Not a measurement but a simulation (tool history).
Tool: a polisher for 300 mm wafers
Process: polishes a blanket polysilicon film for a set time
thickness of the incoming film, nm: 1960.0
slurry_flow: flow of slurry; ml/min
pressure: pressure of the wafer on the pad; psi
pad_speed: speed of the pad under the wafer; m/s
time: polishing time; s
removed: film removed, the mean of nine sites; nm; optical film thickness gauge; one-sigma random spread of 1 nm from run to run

run	day	slurry_flow	pressure	pad_speed	time	removed
1	0	280	1.7	1.22	36	211.96
2	0.225	280	1.7	1.34	36	233.03
3	0.521	275	1.5	1.34	36	205.14
4	0.888	270	1.3	1.34	36	177.09
5	1.05	270	1.3	1.52	36	201.48
6	1.15	270	1.5	1.52	36	230.94
7	1.262	260	1.3	1.52	36	202.09
8	1.592	235	0.8	1.52	36	125.16
9	1.688	275	0.8	1.52	36	128.64
10	1.754	285	0.8	1.52	36	128.1
11	2.092	285	0.9	1.52	36	144.75

For run 12, what comes out?
12	2.2	290	0.9	1.52	36	?

removed: 143.11 nm

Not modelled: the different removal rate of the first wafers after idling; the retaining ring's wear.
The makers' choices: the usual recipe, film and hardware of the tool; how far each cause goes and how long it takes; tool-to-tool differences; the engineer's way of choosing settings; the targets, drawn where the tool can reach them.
